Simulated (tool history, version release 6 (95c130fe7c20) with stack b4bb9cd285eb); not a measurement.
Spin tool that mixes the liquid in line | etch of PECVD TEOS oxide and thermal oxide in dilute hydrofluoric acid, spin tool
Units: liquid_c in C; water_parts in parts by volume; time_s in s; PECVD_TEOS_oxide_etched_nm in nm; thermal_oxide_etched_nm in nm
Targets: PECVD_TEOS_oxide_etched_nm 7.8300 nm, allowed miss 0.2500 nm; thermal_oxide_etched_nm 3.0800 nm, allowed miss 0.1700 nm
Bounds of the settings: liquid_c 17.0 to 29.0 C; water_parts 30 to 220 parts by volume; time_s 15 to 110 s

run	hour	liquid_c	water_parts	time_s	PECVD_TEOS_oxide_etched_nm	thermal_oxide_etched_nm
1	0.0	21.0	125	55	4.8254	1.8630
2	6.5	22.5	120	55	5.3407	2.0663
3	7.8	19.5	120	55	4.7514	1.8615
4	9.3	19.5	100	55	5.8475	2.2682
5	11.5	21.0	100	55	6.2277	2.4414
6	14.2	22.0	100	55	6.4797	2.4879
7	17.6	22.5	100	55	6.5140	2.5604
8	23.7	22.5	100	55	6.6110	2.5466
9	28.8	23.0	100	55	6.6506	2.6937
10	34.6	23.0	95	55	7.0984	2.8259
11	42.9	23.5	95	55	7.3323	2.7588
12	50.4	23.5	95	55	7.3113	2.8264

Which of these 4 next moves meets every target?
A	57.9	24.5	100	55	?	?
B	57.9	17.0	110	100	?	?
C	57.9	21.0	60	40	?	?
D	57.9	29.0	105	50	?	?

move	PECVD_TEOS_oxide_etched_nm	thermal_oxide_etched_nm
A	7.1378	2.7930
B	8.5986	3.3647
C	7.8830	3.0847
D	7.3030	2.8577
A: further off than the last run
B: takes the result that was furthest off past its target
C: meets every target
D: as far off as the last run
Answer: C
